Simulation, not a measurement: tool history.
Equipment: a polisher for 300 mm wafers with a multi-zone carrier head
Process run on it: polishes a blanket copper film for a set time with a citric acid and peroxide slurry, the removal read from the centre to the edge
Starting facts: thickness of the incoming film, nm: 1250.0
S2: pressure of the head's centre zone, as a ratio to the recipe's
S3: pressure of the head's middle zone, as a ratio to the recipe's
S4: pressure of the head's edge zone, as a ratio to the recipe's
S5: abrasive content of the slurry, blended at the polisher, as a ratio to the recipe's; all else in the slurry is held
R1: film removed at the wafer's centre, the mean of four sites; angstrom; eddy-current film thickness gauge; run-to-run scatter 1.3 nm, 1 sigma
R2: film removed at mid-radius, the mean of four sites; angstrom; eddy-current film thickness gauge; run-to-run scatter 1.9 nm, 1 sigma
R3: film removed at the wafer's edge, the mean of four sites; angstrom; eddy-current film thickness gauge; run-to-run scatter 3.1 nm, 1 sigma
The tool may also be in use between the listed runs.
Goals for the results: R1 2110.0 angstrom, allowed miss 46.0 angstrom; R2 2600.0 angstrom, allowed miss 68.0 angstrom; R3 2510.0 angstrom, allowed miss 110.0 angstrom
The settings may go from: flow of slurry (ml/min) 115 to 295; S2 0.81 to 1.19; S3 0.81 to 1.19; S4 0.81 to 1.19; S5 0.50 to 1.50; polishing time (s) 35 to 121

{"run": 1, "hour": 0.0, "flow of slurry (ml/min)": 190, "S2": 1.0, "S3": 1.0, "S4": 1.0, "S5": 1.0, "polishing time (s)": 78, "R1": 2067.7, "R2": 2124.7, "R3": 2208.0}
{"run": 2, "hour": 4.1, "flow of slurry (ml/min)": 190, "S2": 1.0, "S3": 1.05, "S4": 1.0, "S5": 1.0, "polishing time (s)": 78, "R1": 2078.9, "R2": 2217.5, "R3": 2215.5}
{"run": 3, "hour": 5.2, "flow of slurry (ml/min)": 200, "S2": 0.99, "S3": 1.07, "S4": 1.02, "S5": 1.0, "polishing time (s)": 78, "R1": 2088.2, "R2": 2293.7, "R3": 2229.7}
{"run": 4, "hour": 8.0, "flow of slurry (ml/min)": 200, "S2": 0.99, "S3": 1.07, "S4": 1.02, "S5": 0.8, "polishing time (s)": 78, "R1": 2016.0, "R2": 2201.2, "R3": 2147.8}
{"run": 5, "hour": 16.8, "flow of slurry (ml/min)": 200, "S2": 0.99, "S3": 1.07, "S4": 1.09, "S5": 0.8, "polishing time (s)": 78, "R1": 2018.8, "R2": 2197.3, "R3": 2225.7}
{"run": 6, "hour": 21.1, "flow of slurry (ml/min)": 200, "S2": 0.99, "S3": 0.99, "S4": 1.09, "S5": 0.8, "polishing time (s)": 78, "R1": 1999.2, "R2": 2072.1, "R3": 2246.7}
{"hour": 23.8, "done": "slurry nozzle cleaned"}
{"run": 7, "hour": 23.8, "flow of slurry (ml/min)": 210, "S2": 0.98, "S3": 1.01, "S4": 1.1, "S5": 0.85, "polishing time (s)": 78, "R1": 2140.2, "R2": 2210.5, "R3": 2405.6}
{"run": 8, "hour": 32.2, "flow of slurry (ml/min)": 215, "S2": 0.97, "S3": 1.03, "S4": 1.1, "S5": 0.85, "polishing time (s)": 78, "R1": 2139.5, "R2": 2287.8, "R3": 2320.5}

Exactly one of the 4 candidate moves below puts every result within its allowed miss. Which one?
{"run": "A", "hour": 40.6, "flow of slurry (ml/min)": 210, "S2": 0.89, "S3": 1.12, "S4": 1.12, "S5": 0.65, "polishing time (s)": 85, "R1": "?", "R2": "?", "R3": "?"}
{"run": "B", "hour": 40.6, "flow of slurry (ml/min)": 220, "S2": 0.96, "S3": 1.12, "S4": 1.07, "S5": 0.8, "polishing time (s)": 77, "R1": "?", "R2": "?", "R3": "?"}
{"run": "C", "hour": 40.6, "flow of slurry (ml/min)": 160, "S2": 0.9, "S3": 1.05, "S4": 1.11, "S5": 0.85, "polishing time (s)": 85, "R1": "?", "R2": "?", "R3": "?"}
{"run": "D", "hour": 40.6, "flow of slurry (ml/min)": 260, "S2": 0.98, "S3": 1.1, "S4": 1.01, "S5": 0.85, "polishing time (s)": 77, "R1": "?", "R2": "?", "R3": "?"}

move=A R1=2079.7 R2=2591.8 R3=2539.3
move=B R1=2075.5 R2=2427.3 R3=2321.0
move=C R1=2080.3 R2=2443.5 R3=2547.5
move=D R1=2175.9 R2=2458.1 R3=2309.6
A: all results in spec
B: nearer the targets than the last run, but a result is still out of spec
C: nearer the targets than the last run, but a result is still out of spec
D: nearer the targets than the last run, but a result is still out of spec
Answer: A
